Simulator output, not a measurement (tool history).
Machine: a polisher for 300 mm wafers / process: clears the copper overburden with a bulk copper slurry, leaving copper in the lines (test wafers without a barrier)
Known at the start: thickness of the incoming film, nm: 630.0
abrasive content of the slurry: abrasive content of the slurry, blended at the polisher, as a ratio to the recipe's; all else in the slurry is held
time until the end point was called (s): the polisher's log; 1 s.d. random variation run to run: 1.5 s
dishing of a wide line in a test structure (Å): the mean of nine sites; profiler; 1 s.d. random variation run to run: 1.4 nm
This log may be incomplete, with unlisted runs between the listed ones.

run  hour  flow of slurry (ml/min)  pressure of the wafer on the pad (kPa)  speed of the pad under the wafer (cm/s)  abrasive content of the slurry  overpolish time after the end point (s)  time until the end point was called (s)  dishing of a wide line in a test structure (Å)
  1   0.0                      290                                    20.0                                      120                            1.00                                       28                                   72.356                                         1014.20
  2   7.1                      290                                    17.2                                      120                            1.00                                       28                                   82.069                                          866.47
  3  15.4                      290                                    14.5                                      120                            1.00                                       28                                   98.549                                          810.71
  4  18.4                      290                                    13.8                                      130                            1.00                                       24                                   96.715                                          756.97
  5  26.2                      295                                    13.1                                      140                            1.05                                       21                                   93.043                                          702.63
  6  28.5                      295                                    13.1                                      116                            1.05                                       21                                  110.160                                          643.21
  7  29.8                      300                                    13.8                                      118                            1.10                                       19                                  103.960                                          611.44
  8  33.1                      310                                    19.3                                      124                            1.15                                        8                                   71.440                                          460.92

Estimate the outcome of run 9 from the log above:
  9  34.6                      305                                    16.5                                      128                            1.15                                       18                                        ?                                               ?

Run 9 produced time until the end point was called (s) 78.990, dishing of a wide line in a test structure (Å) 725.12.

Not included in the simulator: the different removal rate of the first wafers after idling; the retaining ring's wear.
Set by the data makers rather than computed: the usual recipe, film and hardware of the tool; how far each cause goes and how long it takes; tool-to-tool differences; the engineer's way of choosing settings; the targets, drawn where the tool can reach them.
